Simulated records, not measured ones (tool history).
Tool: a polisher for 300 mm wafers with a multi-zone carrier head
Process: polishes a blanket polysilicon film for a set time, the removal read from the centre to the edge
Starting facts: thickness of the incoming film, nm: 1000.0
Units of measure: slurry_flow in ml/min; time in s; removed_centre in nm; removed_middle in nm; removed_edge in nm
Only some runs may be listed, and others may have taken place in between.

| run | day | slurry_flow | centre_zone | middle_zone | edge_zone | time | removed_centre | removed_middle | removed_edge |
|---|---|---|---|---|---|---|---|---|---|
| 1 | 0 | 285 | 1 | 1 | 1 | 36 | 302.76 | 293.57 | 307.82 |
| 2 | 0.146 | 285 | 1 | 1 | 1.05 | 36 | 305.3 | 298.52 | 309.88 |
| 3 | 0.504 | 285 | 1 | 0.96 | 1.05 | 36 | 307.33 | 286.52 | 304.1 |
| 4 | 0.583 | 285 | 1 | 0.96 | 1.08 | 36 | 303.59 | 286.63 | 315.64 |
| 5 | 0.658 | 300 | 1.04 | 0.98 | 1.1 | 38 | 332 | 305.15 | 340.15 |
| 6 | 0.808 | 305 | 1.07 | 1 | 1.07 | 40 | 362.5 | 329.99 | 349.22 |
| 7 | 0.862 | 365 | 1.17 | 1.07 | 1.17 | 47 | 479.75 | 409 | 439.84 |
| 8 | 0.996 | 365 | 1.17 | 1.07 | 1.17 | 47 | 479.54 | 408.35 | 433.13 |

Estimate the outcome of run 9 from the log above:
| 9 | 1.246 | 370 | 1.17 | 1.07 | 1.17 | 47 | ? | ? | ? |

{"run 9": {"removed_centre": 476.7, "removed_middle": 407.25, "removed_edge": 433.8}}

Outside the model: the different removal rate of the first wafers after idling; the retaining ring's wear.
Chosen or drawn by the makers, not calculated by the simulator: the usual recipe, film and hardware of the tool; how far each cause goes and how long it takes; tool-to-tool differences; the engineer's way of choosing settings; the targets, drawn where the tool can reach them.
